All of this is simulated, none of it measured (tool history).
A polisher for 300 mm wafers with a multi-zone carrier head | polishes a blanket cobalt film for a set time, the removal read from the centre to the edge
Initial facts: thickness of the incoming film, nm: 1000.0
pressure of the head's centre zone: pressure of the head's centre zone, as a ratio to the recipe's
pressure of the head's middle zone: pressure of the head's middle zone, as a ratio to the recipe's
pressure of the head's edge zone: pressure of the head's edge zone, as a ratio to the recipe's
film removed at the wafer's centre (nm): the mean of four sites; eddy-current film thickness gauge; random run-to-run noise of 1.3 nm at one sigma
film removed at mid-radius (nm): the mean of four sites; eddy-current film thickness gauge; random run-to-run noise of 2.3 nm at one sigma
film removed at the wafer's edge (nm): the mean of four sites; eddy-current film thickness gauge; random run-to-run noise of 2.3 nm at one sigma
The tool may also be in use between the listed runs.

run,day,flow of slurry (ml/min),pressure of the head's centre zone,pressure of the head's middle zone,pressure of the head's edge zone,polishing time (s),film removed at the wafer's centre (nm),film removed at mid-radius (nm),film removed at the wafer's edge (nm)
1,0.000,315,1.00,1.00,1.00,37,133.94,133.04,128.28
2,0.308,320,1.01,1.05,1.01,39,141.03,145.76,140.29
3,0.371,320,1.01,1.05,0.95,39,141.87,142.78,136.49
4,0.504,320,1.01,1.08,0.95,39,142.08,148.53,136.84
5,0.562,320,1.01,1.08,0.95,30,108.47,117.55,102.96
6,0.667,340,1.01,1.11,0.93,34,123.33,134.44,114.91

Run 7 is up next; what results do you expect?
7,0.892,355,1.02,1.13,0.95,36,?,?,?

{"run 7": {"film removed at the wafer's centre (nm)": 133.14, "film removed at mid-radius (nm)": 144.58, "film removed at the wafer's edge (nm)": 125.16}}
